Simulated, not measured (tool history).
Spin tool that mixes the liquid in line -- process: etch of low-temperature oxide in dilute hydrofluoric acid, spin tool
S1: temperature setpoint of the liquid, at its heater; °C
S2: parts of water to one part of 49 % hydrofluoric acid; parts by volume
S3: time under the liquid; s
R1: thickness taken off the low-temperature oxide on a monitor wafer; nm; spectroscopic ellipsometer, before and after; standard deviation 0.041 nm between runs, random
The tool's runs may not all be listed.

{"run": 1, "day": 0.0, "S1": 25, "S2": 205, "S3": 30, "R1": 1.3602}
{"run": 2, "day": 0.288, "S1": 26.5, "S2": 175, "S3": 30, "R1": 1.6856}
{"run": 3, "day": 0.571, "S1": 27.5, "S2": 150, "S3": 30, "R1": 2.1453}
{"run": 4, "day": 0.762, "S1": 27.5, "S2": 150, "S3": 20, "R1": 1.4601}
{"run": 5, "day": 1.104, "S1": 31, "S2": 150, "S3": 20, "R1": 1.6155}
{"run": 6, "day": 1.317, "S1": 33, "S2": 150, "S3": 20, "R1": 1.7343}
{"run": 7, "day": 1.471, "S1": 33, "S2": 130, "S3": 20, "R1": 2.0958}
{"run": 8, "day": 1.588, "S1": 33, "S2": 130, "S3": 20, "R1": 2.0693}
{"run": 9, "day": 1.833, "S1": 33, "S2": 50, "S3": 30, "R1": 9.0825}
{"run": 10, "day": 2.146, "S1": 33, "S2": 50, "S3": 30, "R1": 9.2472}
{"run": 11, "day": 2.35, "S1": 33, "S2": 60, "S3": 30, "R1": 7.4578}

Predict the results of run 12:
{"run": 12, "day": 2.392, "S1": 33, "S2": 70, "S3": 30, "R1": "?"}

{"run 12": {"R1": 6.3094}}
